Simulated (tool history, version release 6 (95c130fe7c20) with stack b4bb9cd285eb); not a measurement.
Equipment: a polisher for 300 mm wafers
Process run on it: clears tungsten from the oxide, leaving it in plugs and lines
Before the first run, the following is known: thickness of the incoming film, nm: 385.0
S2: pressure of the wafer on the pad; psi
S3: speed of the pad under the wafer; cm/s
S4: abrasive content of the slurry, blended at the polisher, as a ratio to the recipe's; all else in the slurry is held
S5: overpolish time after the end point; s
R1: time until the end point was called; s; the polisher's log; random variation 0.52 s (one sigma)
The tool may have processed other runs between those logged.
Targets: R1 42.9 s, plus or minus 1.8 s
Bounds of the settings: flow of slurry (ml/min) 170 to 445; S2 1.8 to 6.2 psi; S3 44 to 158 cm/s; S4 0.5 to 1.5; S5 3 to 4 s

Run 1, day 0: flow of slurry (ml/min) 285, S2 4 psi, S3 100 cm/s, S4 1, S5 4 s. Result: R1 65.712 s.
Run 2, day 0.208: flow of slurry (ml/min) 285, S2 4.2 psi, S3 100 cm/s, S4 1, S5 4 s. Result: R1 63.61 s.
Run 3, day 0.371: flow of slurry (ml/min) 285, S2 4.2 psi, S3 120 cm/s, S4 1, S5 4 s. Result: R1 55.615 s.
Run 4, day 0.712: flow of slurry (ml/min) 285, S2 4.2 psi, S3 120 cm/s, S4 1, S5 3 s. Result: R1 55.111 s.
Run 5, day 0.75: flow of slurry (ml/min) 285, S2 4.2 psi, S3 136 cm/s, S4 1, S5 3 s. Result: R1 51.367 s.
Run 6, day 1.079: flow of slurry (ml/min) 225, S2 4.2 psi, S3 136 cm/s, S4 1, S5 3 s. Result: R1 52.928 s.
Run 7, day 1.321: flow of slurry (ml/min) 230, S2 4.3 psi, S3 136 cm/s, S4 1, S5 3 s. Result: R1 50.98 s.
Run 8, day 1.45: flow of slurry (ml/min) 235, S2 4.4 psi, S3 136 cm/s, S4 1, S5 3 s. Result: R1 50.398 s.
Run 9, day 1.671: flow of slurry (ml/min) 240, S2 4.5 psi, S3 136 cm/s, S4 1, S5 3 s. Result: R1 49.331 s.
Run 10, day 1.904: flow of slurry (ml/min) 245, S2 4.6 psi, S3 136 cm/s, S4 1, S5 3 s. Result: R1 49.069 s.
Run 11, day 2.112: flow of slurry (ml/min) 245, S2 4.7 psi, S3 136 cm/s, S4 1, S5 3 s. Result: R1 47.042 s.
Run 12, day 2.354: flow of slurry (ml/min) 260, S2 4.9 psi, S3 136 cm/s, S4 1, S5 3 s. Result: R1 46.437 s.

4 candidate next runs follow, results not yet known. Just one meets every target within its allowed miss. Identify it.
Run A, day 2.596: flow of slurry (ml/min) 220, S2 5.4 psi, S3 152 cm/s, S4 1, S5 3 s. Result: R1 ?.
Run B, day 2.596: flow of slurry (ml/min) 285, S2 5.2 psi, S3 152 cm/s, S4 1.1, S5 3 s. Result: R1 ?.
Run C, day 2.596: flow of slurry (ml/min) 325, S2 5.4 psi, S3 130 cm/s, S4 1.05, S5 4 s. Result: R1 ?.
Run D, day 2.596: flow of slurry (ml/min) 230, S2 4.9 psi, S3 130 cm/s, S4 1, S5 3 s. Result: R1 ?.

move      R1
   A  39.851
   B  39.759
   C  42.963
   D  47.653
A: carries the result that was furthest off beyond its target, to the other side
B: carries the result that was furthest off beyond its target, to the other side
C: hits every target within its allowed miss
D: its largest miss is bigger than the last run's
Move C is the one to make.

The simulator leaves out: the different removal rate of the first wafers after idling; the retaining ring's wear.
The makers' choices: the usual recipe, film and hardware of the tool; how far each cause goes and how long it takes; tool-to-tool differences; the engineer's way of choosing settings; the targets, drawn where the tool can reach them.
